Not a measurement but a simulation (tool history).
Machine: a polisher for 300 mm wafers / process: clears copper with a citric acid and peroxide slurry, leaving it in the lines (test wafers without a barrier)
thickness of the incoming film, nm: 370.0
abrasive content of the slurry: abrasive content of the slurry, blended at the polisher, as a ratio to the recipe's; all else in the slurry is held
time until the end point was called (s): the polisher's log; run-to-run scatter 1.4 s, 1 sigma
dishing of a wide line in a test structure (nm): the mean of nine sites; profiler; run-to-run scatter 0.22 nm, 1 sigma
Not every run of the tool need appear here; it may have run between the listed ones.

run    day  flow of slurry (ml/min)  pressure of the wafer on the pad (kPa)  speed of the pad under the wafer (m/s)  abrasive content of the slurry  overpolish time after the end point (s)  time until the end point was called (s)  dishing of a wide line in a test structure (nm)
  1      0                      215                                    28.3                                    1.16                               1                                        9                                   102.97                                           20.751
  2  0.292                      210                                    23.4                                    1.16                               1                                        9                                   119.33                                           18.859
  3  0.383                      210                                    23.4                                     1.3                               1                                        9                                   106.14                                           20.277
  4  0.488                      205                                      20                                    1.24                               1                                        9                                   126.46                                           17.768
  5  0.775                      200                                    17.9                                     1.2                               1                                        9                                   143.83                                           16.332
  6  0.896                      190                                    16.5                                     1.2                               1                                        9                                   151.04                                           15.656
  7  1.025                      185                                    15.2                                     1.2                               1                                        9                                   163.69                                           15.181

Run 8, settings as shown, results not yet in. Your forecast:
  8  1.092                      175                                    15.2                                     1.2                               1                                        9                                        ?                                                ?

Run 8 yielded time until the end point was called (s) 163.69, dishing of a wide line in a test structure (nm) 14.884.
